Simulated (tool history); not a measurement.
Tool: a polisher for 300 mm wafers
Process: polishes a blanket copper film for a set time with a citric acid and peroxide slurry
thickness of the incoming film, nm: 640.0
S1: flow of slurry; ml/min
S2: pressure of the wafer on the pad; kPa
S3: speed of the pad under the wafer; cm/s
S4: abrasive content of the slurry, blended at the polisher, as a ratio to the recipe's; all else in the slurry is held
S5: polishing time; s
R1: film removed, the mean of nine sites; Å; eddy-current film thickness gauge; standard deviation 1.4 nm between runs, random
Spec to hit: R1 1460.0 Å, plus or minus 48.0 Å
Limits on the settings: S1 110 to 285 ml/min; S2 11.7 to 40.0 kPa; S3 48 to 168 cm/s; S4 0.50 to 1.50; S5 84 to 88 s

| run | hour | S1 | S2 | S3 | S4 | S5 | R1 |
|---|---|---|---|---|---|---|---|
| 1 | 0.0 | 180 | 25.5 | 108 | 1.00 | 84 | 1992.5 |
| 2 | 2.4 | 180 | 25.5 | 108 | 1.00 | 84 | 2015.2 |
| 3 | 5.1 | 180 | 24.1 | 108 | 1.00 | 84 | 1875.6 |
| 4 | 11.9 | 180 | 24.1 | 120 | 1.00 | 84 | 2072.1 |
| 5 | 17.5 | 180 | 22.8 | 120 | 1.00 | 84 | 1974.9 |
| 6 | 20.7 | 140 | 22.8 | 120 | 1.00 | 84 | 1929.4 |
| 7 | 27.8 | 140 | 22.1 | 120 | 1.00 | 84 | 1841.1 |
| 8 | 34.7 | 140 | 21.4 | 120 | 1.00 | 84 | 1743.3 |
| 9 | 37.6 | 140 | 20.7 | 120 | 1.00 | 84 | 1728.5 |
| 10 | 41.7 | 140 | 20.0 | 120 | 1.00 | 84 | 1679.1 |
| 11 | 46.7 | 140 | 20.0 | 120 | 1.00 | 84 | 1683.2 |
| 12 | 51.0 | 140 | 20.0 | 120 | 1.00 | 84 | 1658.2 |
|  | 55.4 | worn pad replaced by a new one |
| 13 | 55.4 | 140 | 19.3 | 120 | 1.00 | 84 | 1809.7 |
| 14 | 62.8 | 135 | 18.6 | 116 | 1.00 | 84 | 1684.8 |
| 15 | 65.4 | 135 | 17.9 | 116 | 1.00 | 84 | 1592.0 |
| 16 | 69.9 | 135 | 17.2 | 116 | 1.00 | 84 | 1566.7 |

Consider the 4 candidate settings below. Which is the only one whose results all fall within their allowed miss of target?
| A | 74.4 | 145 | 14.5 | 110 | 1.25 | 84 | ? |
| B | 74.4 | 115 | 13.1 | 154 | 0.90 | 87 | ? |
| C | 74.4 | 130 | 21.4 | 86 | 0.85 | 87 | ? |
| D | 74.4 | 130 | 16.5 | 112 | 1.10 | 88 | ? |

| move | R1 |
|---|---|
| A | 1340.5 |
| B | 1547.8 |
| C | 1482.9 |
| D | 1556.3 |
A: takes the biggest miss from the last run beyond its target
B: better than the last run, though not everything is in spec
C: in spec on every target
D: better than the last run, though not everything is in spec
Correct choice: C, which meets every target
